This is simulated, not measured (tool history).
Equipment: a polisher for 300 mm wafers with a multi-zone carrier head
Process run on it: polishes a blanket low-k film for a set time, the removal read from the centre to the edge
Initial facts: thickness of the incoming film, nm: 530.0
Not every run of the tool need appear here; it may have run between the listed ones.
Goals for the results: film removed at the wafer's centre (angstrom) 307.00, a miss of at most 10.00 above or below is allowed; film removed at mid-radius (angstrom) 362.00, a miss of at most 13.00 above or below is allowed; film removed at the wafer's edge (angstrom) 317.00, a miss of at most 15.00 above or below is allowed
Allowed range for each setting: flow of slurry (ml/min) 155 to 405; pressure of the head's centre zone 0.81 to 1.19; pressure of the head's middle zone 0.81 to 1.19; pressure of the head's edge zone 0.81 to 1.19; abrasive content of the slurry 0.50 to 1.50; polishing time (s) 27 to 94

run,hour,flow of slurry (ml/min),pressure of the head's centre zone,pressure of the head's middle zone,pressure of the head's edge zone,abrasive content of the slurry,polishing time (s),film removed at the wafer's centre (angstrom),film removed at mid-radius (angstrom),film removed at the wafer's edge (angstrom)
1,0.0,260,1.00,1.00,1.00,1.00,60,246.34,257.66,252.78
2,8.6,260,1.00,1.04,1.00,1.00,60,247.94,272.23,255.73
3,14.7,260,1.00,1.04,1.00,1.15,60,265.60,291.84,270.51
4,20.5,265,1.01,1.06,1.03,1.15,60,270.87,291.40,285.95
5,27.7,270,1.01,1.09,1.02,1.20,60,281.21,307.51,288.95
6,30.7,270,1.01,1.16,1.02,1.20,60,277.31,324.65,282.89
7,36.2,275,1.01,1.17,1.02,1.25,60,284.80,329.48,293.07
8,44.3,275,1.01,1.17,1.02,1.30,60,289.88,342.95,299.11
9,48.3,280,1.01,1.17,1.02,1.30,60,293.34,339.81,298.71
10,51.0,285,1.00,1.18,1.03,1.35,60,288.80,353.11,296.32
11,51.7,280,1.01,1.18,1.04,1.35,60,297.44,342.05,301.33
12,60.6,280,1.01,1.18,1.04,1.35,60,288.58,343.34,293.00
13,61.4,280,1.00,1.17,1.03,1.35,61,291.55,351.38,307.90
# hour 69.3: worn pad replaced by a new one
14,69.3,285,1.01,1.17,1.03,1.40,61,333.32,386.94,339.55
15,77.1,220,1.00,1.16,1.00,1.40,61,319.72,383.37,326.22

4 next moves are on the table. One of them brings every result within its allowed miss. Which?
A,84.9,295,0.90,1.14,0.99,1.15,70,?,?,?
B,84.9,235,0.99,1.16,0.94,1.50,64,?,?,?
C,84.9,205,1.00,1.17,1.01,1.45,58,?,?,?
D,84.9,205,1.01,1.19,0.87,1.50,61,?,?,?

move,film removed at the wafer's centre (angstrom),film removed at mid-radius (angstrom),film removed at the wafer's edge (angstrom)
A,305.49,392.89,355.45
B,337.93,400.82,351.01
C,300.33,355.49,321.22
D,323.43,383.98,319.25
A: the biggest miss grows against the last run
B: the biggest miss grows against the last run
C: every result within its allowed miss
D: no better and no worse than the last run
So the answer is move C, the one that meets all the targets.
